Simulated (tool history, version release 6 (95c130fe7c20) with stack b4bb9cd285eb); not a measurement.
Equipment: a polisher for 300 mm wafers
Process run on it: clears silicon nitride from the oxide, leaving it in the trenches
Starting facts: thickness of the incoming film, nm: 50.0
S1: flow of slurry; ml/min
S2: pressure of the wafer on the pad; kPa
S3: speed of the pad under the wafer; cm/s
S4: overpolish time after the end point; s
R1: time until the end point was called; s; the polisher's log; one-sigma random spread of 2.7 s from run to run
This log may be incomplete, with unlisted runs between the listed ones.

Run 1, hour 0: S1 150 ml/min, S2 15.2 kPa, S3 86 cm/s, S4 5 s. Result: R1 98.885 s.
Run 2, hour 1.3: S1 150 ml/min, S2 15.2 kPa, S3 86 cm/s, S4 4 s. Result: R1 101.42 s.
Run 3, hour 9.9: S1 150 ml/min, S2 15.2 kPa, S3 76 cm/s, S4 4 s. Result: R1 110.51 s.
Run 4, hour 15: S1 150 ml/min, S2 15.2 kPa, S3 76 cm/s, S4 4 s. Result: R1 112.41 s.
Run 5, hour 23.3: S1 150 ml/min, S2 15.2 kPa, S3 76 cm/s, S4 5 s. Result: R1 111.08 s.
Run 6, hour 30.1: S1 115 ml/min, S2 15.2 kPa, S3 76 cm/s, S4 5 s. Result: R1 116.77 s.
Run 7, hour 31.4: S1 115 ml/min, S2 13.8 kPa, S3 76 cm/s, S4 5 s. Result: R1 127.45 s.

What will run 8 give?
Run 8, hour 32.6: S1 115 ml/min, S2 13.1 kPa, S3 76 cm/s, S4 5 s. Result: R1 ?.

Run 8 came out at R1 134.81 s.
